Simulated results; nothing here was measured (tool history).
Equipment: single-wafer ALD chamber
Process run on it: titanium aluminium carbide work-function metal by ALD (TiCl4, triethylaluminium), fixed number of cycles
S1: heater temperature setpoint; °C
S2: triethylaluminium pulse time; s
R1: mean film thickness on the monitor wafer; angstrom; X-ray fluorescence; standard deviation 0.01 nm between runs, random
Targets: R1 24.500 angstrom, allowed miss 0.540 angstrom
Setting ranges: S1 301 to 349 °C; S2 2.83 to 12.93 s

| run | hour | S1 | S2 | R1 |
|---|---|---|---|---|
| 1 | 0.0 | 325 | 7.88 | 22.307 |
| 2 | 3.2 | 325 | 5.97 | 21.020 |
| 3 | 10.1 | 321 | 5.97 | 20.726 |
| 4 | 16.1 | 324 | 6.50 | 21.223 |
| 5 | 22.8 | 324 | 5.17 | 20.005 |
| 6 | 31.4 | 326 | 5.87 | 21.045 |
| 7 | 38.5 | 329 | 6.19 | 21.495 |
| 8 | 47.0 | 331 | 6.51 | 21.930 |
| 9 | 52.0 | 333 | 6.77 | 22.313 |
| 10 | 59.8 | 335 | 6.98 | 22.634 |
|  | 66.1 | thermocouple changed; heater temperature recalibrated |
| 11 | 66.1 | 337 | 7.17 | 22.553 |
| 12 | 71.0 | 338 | 7.52 | 22.738 |
| 13 | 71.9 | 339 | 7.88 | 23.272 |
| 14 | 78.5 | 340 | 8.07 | 23.331 |
| 15 | 84.7 | 341 | 8.28 | 23.723 |
| 16 | 85.4 | 342 | 8.39 | 23.713 |
| 17 | 88.9 | 343 | 8.52 | 23.812 |
| 18 | 96.0 | 344 | 8.64 | 23.856 |

Which one of the following 5 next-run settings gets every result inside its allowed miss? There is exactly one.
| A | 103.1 | 337 | 9.16 | ? |
| B | 103.1 | 333 | 6.70 | ? |
| C | 103.1 | 338 | 7.37 | ? |
| D | 103.1 | 344 | 9.85 | ? |
| E | 103.1 | 343 | 8.18 | ? |

| move | R1 |
|---|---|
| A | 23.526 |
| B | 21.925 |
| C | 22.764 |
| D | 24.305 |
| E | 23.598 |
A: moves away from the targets compared with the last run
B: moves away from the targets compared with the last run
C: moves away from the targets compared with the last run
D: every result lands within tolerance
E: moves away from the targets compared with the last run
Answer: D
